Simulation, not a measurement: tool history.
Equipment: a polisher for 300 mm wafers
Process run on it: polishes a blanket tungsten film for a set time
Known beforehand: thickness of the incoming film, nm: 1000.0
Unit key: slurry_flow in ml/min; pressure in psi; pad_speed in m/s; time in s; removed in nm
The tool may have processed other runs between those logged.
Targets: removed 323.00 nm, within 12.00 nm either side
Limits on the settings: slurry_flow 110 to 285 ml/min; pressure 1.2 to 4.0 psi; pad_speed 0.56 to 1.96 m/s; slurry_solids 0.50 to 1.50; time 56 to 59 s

{"run": 1, "day": 0.0, "slurry_flow": 180, "pressure": 2.6, "pad_speed": 1.26, "slurry_solids": 1.0, "time": 56, "removed": 204.76}
{"run": 2, "day": 0.125, "slurry_flow": 185, "pressure": 2.8, "pad_speed": 1.26, "slurry_solids": 1.0, "time": 56, "removed": 219.69}
{"run": 3, "day": 0.2, "slurry_flow": 185, "pressure": 2.8, "pad_speed": 1.26, "slurry_solids": 0.8, "time": 56, "removed": 204.93}
{"run": 4, "day": 0.346, "slurry_flow": 185, "pressure": 3.1, "pad_speed": 1.26, "slurry_solids": 0.8, "time": 56, "removed": 225.55}
{"run": 5, "day": 0.654, "slurry_flow": 185, "pressure": 3.1, "pad_speed": 1.52, "slurry_solids": 0.8, "time": 56, "removed": 266.16}
{"run": 6, "day": 1.0, "slurry_flow": 185, "pressure": 3.2, "pad_speed": 1.52, "slurry_solids": 0.8, "time": 56, "removed": 278.39}
{"run": 7, "day": 1.338, "slurry_flow": 185, "pressure": 3.3, "pad_speed": 1.52, "slurry_solids": 0.8, "time": 56, "removed": 282.22}
{"run": 8, "day": 1.412, "slurry_flow": 190, "pressure": 3.4, "pad_speed": 1.52, "slurry_solids": 0.8, "time": 56, "removed": 291.3}
{"run": 9, "day": 1.475, "slurry_flow": 190, "pressure": 3.5, "pad_speed": 1.52, "slurry_solids": 0.8, "time": 56, "removed": 297.19}

Next run, 5 choices. One meets every target within its allowed miss, the rest don't. Which?
{"run": "A", "day": 1.538, "slurry_flow": 155, "pressure": 3.5, "pad_speed": 1.6, "slurry_solids": 0.8, "time": 59, "removed": "?"}
{"run": "B", "day": 1.538, "slurry_flow": 175, "pressure": 3.8, "pad_speed": 1.58, "slurry_solids": 0.8, "time": 59, "removed": "?"}
{"run": "C", "day": 1.538, "slurry_flow": 180, "pressure": 3.4, "pad_speed": 1.58, "slurry_solids": 0.6, "time": 57, "removed": "?"}
{"run": "D", "day": 1.538, "slurry_flow": 170, "pressure": 3.9, "pad_speed": 1.64, "slurry_solids": 0.7, "time": 59, "removed": "?"}
{"run": "E", "day": 1.538, "slurry_flow": 155, "pressure": 3.1, "pad_speed": 1.54, "slurry_solids": 0.85, "time": 58, "removed": "?"}

move=A removed=324.33
move=B removed=354.87
move=C removed=272.91
move=D removed=355.00
move=E removed=279.99
A: hits every target within its allowed miss
B: takes the result that was furthest off past its target
C: the biggest miss grows against the last run
D: takes the result that was furthest off past its target
E: the biggest miss grows against the last run
So the answer is move A, the one that meets all the targets.
